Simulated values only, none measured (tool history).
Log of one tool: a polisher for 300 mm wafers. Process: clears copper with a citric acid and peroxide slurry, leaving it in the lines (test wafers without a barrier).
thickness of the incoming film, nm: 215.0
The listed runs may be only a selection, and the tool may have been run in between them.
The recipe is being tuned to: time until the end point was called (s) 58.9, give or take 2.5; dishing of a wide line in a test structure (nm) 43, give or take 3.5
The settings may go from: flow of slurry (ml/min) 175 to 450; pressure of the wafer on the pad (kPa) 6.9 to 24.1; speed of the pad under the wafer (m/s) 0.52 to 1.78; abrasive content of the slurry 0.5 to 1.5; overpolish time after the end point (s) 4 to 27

run,hour,flow of slurry (ml/min),pressure of the wafer on the pad (kPa),speed of the pad under the wafer (m/s),abrasive content of the slurry,overpolish time after the end point (s),time until the end point was called (s),dishing of a wide line in a test structure (nm)
1,0,290,15.2,1.14,1,14,102.4,20.037
2,3.5,290,17.9,1.16,1,15,83.845,24.801
3,7.7,290,17.9,1.16,0.8,15,88.936,22.811
4,9.5,290,20,1.18,0.8,17,79.859,27.826
5,11,230,20,1.18,0.8,17,80.302,28.068
6,19.8,195,20,1.18,0.8,17,82.027,27.454
7,22.2,200,21.4,1.22,0.8,18,76.01,31.694
8,23.6,205,22.1,1.26,0.8,18,68.374,32.844
9,32.3,215,24.1,1.26,0.8,21,62.038,39.941
10,37.8,215,24.1,1.28,0.8,21,62.073,41.063
11,45.4,215,24.1,1.28,0.8,21,62.218,38.615

Which of these 5 next moves meets every target?
A,53,190,24.1,1.4,0.8,15,?,?
B,53,175,24.1,1.66,0.5,22,?,?
C,53,320,24.1,1.28,0.7,24,?,?
D,53,275,20.7,1.24,1,25,?,?
E,53,215,23.4,1.32,0.95,18,?,?

move,time until the end point was called (s),dishing of a wide line in a test structure (nm)
A,58.44,33.386
B,60.457,42.981
C,64.474,43.693
D,69.14,42.512
E,59.545,37.695
A: brings the result that was furthest off to its target, and leaves another outside
B: all results land within tolerance of their targets
C: moves away from the targets compared with the last run
D: moves away from the targets compared with the last run
E: brings the result that was furthest off to its target, and leaves another outside
Go with B: it meets all targets.
